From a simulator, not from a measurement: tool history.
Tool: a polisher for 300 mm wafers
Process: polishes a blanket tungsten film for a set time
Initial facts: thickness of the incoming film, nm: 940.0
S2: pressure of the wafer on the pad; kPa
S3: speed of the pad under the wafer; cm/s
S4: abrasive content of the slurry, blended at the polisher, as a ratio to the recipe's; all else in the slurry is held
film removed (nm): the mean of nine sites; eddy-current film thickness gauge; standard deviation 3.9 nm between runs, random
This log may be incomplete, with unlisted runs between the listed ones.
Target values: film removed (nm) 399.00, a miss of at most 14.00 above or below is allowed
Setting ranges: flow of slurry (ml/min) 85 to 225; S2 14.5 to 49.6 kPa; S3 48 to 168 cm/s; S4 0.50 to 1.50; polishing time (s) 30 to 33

{"run": 1, "hour": 0.0, "flow of slurry (ml/min)": 145, "S2": 31.7, "S3": 108, "S4": 1.0, "polishing time (s)": 33, "film removed (nm)": 251.18}
{"run": 2, "hour": 5.5, "flow of slurry (ml/min)": 150, "S2": 35.2, "S3": 108, "S4": 1.0, "polishing time (s)": 33, "film removed (nm)": 269.9}
{"run": 3, "hour": 11.6, "flow of slurry (ml/min)": 150, "S2": 35.2, "S3": 108, "S4": 1.0, "polishing time (s)": 30, "film removed (nm)": 251.54}
{"run": 4, "hour": 18.6, "flow of slurry (ml/min)": 150, "S2": 38.6, "S3": 112, "S4": 1.0, "polishing time (s)": 30, "film removed (nm)": 281.01}
{"run": 5, "hour": 23.7, "flow of slurry (ml/min)": 150, "S2": 38.6, "S3": 112, "S4": 0.85, "polishing time (s)": 30, "film removed (nm)": 267.14}
{"run": 6, "hour": 31.0, "flow of slurry (ml/min)": 120, "S2": 38.6, "S3": 112, "S4": 0.85, "polishing time (s)": 30, "film removed (nm)": 251.03}
{"run": 7, "hour": 39.4, "flow of slurry (ml/min)": 135, "S2": 41.4, "S3": 114, "S4": 0.85, "polishing time (s)": 30, "film removed (nm)": 283.52}
{"run": 8, "hour": 42.6, "flow of slurry (ml/min)": 145, "S2": 43.4, "S3": 116, "S4": 0.85, "polishing time (s)": 30, "film removed (nm)": 308.47}
{"run": 9, "hour": 49.0, "flow of slurry (ml/min)": 150, "S2": 49.6, "S3": 124, "S4": 0.85, "polishing time (s)": 30, "film removed (nm)": 372.18}
{"run": 10, "hour": 56.4, "flow of slurry (ml/min)": 155, "S2": 49.6, "S3": 126, "S4": 0.85, "polishing time (s)": 30, "film removed (nm)": 378.77}

Below are 4 possible settings for the next run. Only one of them brings all results inside the allowed miss of their targets. Which is it?
{"run": "A", "hour": 63.8, "flow of slurry (ml/min)": 140, "S2": 49.6, "S3": 130, "S4": 0.55, "polishing time (s)": 33, "film removed (nm)": "?"}
{"run": "B", "hour": 63.8, "flow of slurry (ml/min)": 180, "S2": 48.3, "S3": 114, "S4": 0.85, "polishing time (s)": 32, "film removed (nm)": "?"}
{"run": "C", "hour": 63.8, "flow of slurry (ml/min)": 165, "S2": 49.6, "S3": 128, "S4": 0.65, "polishing time (s)": 31, "film removed (nm)": "?"}
{"run": "D", "hour": 63.8, "flow of slurry (ml/min)": 145, "S2": 49.6, "S3": 122, "S4": 0.8, "polishing time (s)": 33, "film removed (nm)": "?"}

move=A film_removed_(nm)=352.75
move=B film_removed_(nm)=370.81
move=C film_removed_(nm)=364.91
move=D film_removed_(nm)=394.90
A: further off than the last run
B: further off than the last run
C: further off than the last run
D: all results in spec
The right move is D.
